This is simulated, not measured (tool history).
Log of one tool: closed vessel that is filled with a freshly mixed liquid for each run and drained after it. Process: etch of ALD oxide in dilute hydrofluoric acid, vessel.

run	day	temperature setpoint of the liquid (C)	parts of water to one part of 49 % hydrofluoric acid (parts by volume)	time in the liquid (s)	thickness taken off the ALD oxide on a monitor wafer (angstrom)
1	0	25	165	175	120.34
2	0.354	26.5	155	175	138.39
3	0.667	28	150	175	152.01
4	0.758	28	150	190	164.79
5	0.858	29	145	190	175.95
6	1.208	29	170	190	144.67
7	1.467	29.5	160	190	159.57

What will run 8 give?
8	1.517	33	130	190	?

thickness taken off the ALD oxide on a monitor wafer (angstrom): 233.19

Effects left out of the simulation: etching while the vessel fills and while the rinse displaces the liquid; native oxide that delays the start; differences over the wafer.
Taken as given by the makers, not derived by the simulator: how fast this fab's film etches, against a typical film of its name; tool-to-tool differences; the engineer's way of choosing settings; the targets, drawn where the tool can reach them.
